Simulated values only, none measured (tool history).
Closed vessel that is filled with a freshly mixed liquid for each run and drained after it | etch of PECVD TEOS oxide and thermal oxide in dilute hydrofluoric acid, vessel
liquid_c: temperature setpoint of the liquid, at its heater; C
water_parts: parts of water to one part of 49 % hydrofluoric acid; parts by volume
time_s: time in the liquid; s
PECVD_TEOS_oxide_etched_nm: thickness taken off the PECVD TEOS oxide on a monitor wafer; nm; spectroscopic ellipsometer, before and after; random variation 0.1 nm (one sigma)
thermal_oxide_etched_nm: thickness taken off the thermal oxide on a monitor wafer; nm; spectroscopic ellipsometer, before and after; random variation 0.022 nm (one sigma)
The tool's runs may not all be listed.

run,hour,liquid_c,water_parts,time_s,PECVD_TEOS_oxide_etched_nm,thermal_oxide_etched_nm
1,0.0,24.0,70,60,15.322,4.4703
2,7.6,27.5,70,60,17.478,5.1434
3,11.7,27.5,70,40,11.620,3.4406
4,20.5,27.5,70,65,18.991,5.5993
5,26.8,26.0,70,65,18.124,5.2335
6,31.2,26.0,70,80,22.148,6.4711
7,37.7,25.0,70,80,21.252,6.2466
8,45.1,24.0,70,80,20.744,5.9718
9,50.7,23.5,70,80,20.166,5.8071
10,55.2,23.0,70,80,19.894,5.6659
11,59.0,22.5,70,80,19.234,5.6690
12,64.9,22.0,70,80,18.922,5.5245

The next listed run, before its measurement:
13,68.5,21.5,70,80,?,?

{"run 13": {"PECVD_TEOS_oxide_etched_nm": 18.596, "thermal_oxide_etched_nm": 5.4014}}
